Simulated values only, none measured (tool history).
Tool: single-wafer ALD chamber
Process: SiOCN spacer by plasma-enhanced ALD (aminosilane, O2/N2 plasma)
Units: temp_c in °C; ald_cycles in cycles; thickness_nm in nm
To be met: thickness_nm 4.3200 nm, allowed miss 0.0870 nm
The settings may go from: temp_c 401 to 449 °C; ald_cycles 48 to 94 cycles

{"run": 1, "hour": 0.0, "temp_c": 425, "ald_cycles": 71, "thickness_nm": 3.6669}
{"run": 2, "hour": 1.7, "temp_c": 422, "ald_cycles": 73, "thickness_nm": 3.8019}
{"run": 3, "hour": 10.8, "temp_c": 431, "ald_cycles": 73, "thickness_nm": 3.7472}
{"run": 4, "hour": 13.2, "temp_c": 430, "ald_cycles": 75, "thickness_nm": 3.8716}
{"run": 5, "hour": 16.7, "temp_c": 429, "ald_cycles": 77, "thickness_nm": 3.9596}
{"run": 6, "hour": 23.9, "temp_c": 428, "ald_cycles": 78, "thickness_nm": 4.0221}
{"run": 7, "hour": 32.3, "temp_c": 427, "ald_cycles": 79, "thickness_nm": 4.0644}
{"run": 8, "hour": 40.4, "temp_c": 427, "ald_cycles": 80, "thickness_nm": 4.1474}
{"run": 9, "hour": 42.1, "temp_c": 427, "ald_cycles": 81, "thickness_nm": 4.1539}

Which of these 4 next moves meets every target?
{"run": "A", "hour": 43.8, "temp_c": 415, "ald_cycles": 75, "thickness_nm": "?"}
{"run": "B", "hour": 43.8, "temp_c": 429, "ald_cycles": 84, "thickness_nm": "?"}
{"run": "C", "hour": 43.8, "temp_c": 422, "ald_cycles": 78, "thickness_nm": "?"}
{"run": "D", "hour": 43.8, "temp_c": 424, "ald_cycles": 77, "thickness_nm": "?"}

move=A thickness_nm=3.9916
move=B thickness_nm=4.2969
move=C thickness_nm=4.0706
move=D thickness_nm=3.9957
A: further off than the last run
B: meets every target
C: further off than the last run
D: further off than the last run
Move B is the one to make.
